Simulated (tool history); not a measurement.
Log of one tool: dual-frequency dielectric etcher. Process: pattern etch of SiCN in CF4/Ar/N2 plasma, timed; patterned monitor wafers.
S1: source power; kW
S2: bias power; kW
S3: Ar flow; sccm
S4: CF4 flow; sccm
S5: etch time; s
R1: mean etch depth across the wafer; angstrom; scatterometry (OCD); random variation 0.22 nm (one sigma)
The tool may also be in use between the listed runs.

run  hour     S1     S2  S3  S4    S5      R1
  1   0.0  0.350  0.083  78  43  83.5  552.93
  2   1.4  0.350  0.095  78  43  83.5  575.83
  3   5.4  0.350  0.095  84  43  83.5  569.50
  4   9.7  0.310  0.095  84  43  83.5  503.62
  5  14.9  0.350  0.095  84  43  83.5  568.00
  6  20.9  0.380  0.095  84  43  83.5  619.36
  7  28.8  0.400  0.095  84  43  83.5  649.88
  8  36.1  0.400  0.095  84  43  83.5  651.74
  9  45.0  0.420  0.095  84  43  83.5  682.08
 10  51.7  0.430  0.095  84  43  83.5  697.46

The next listed run, before its measurement:
 11  58.3  0.440  0.095  84  43  83.5   ?

{"run 11": {"R1": 712.96}}
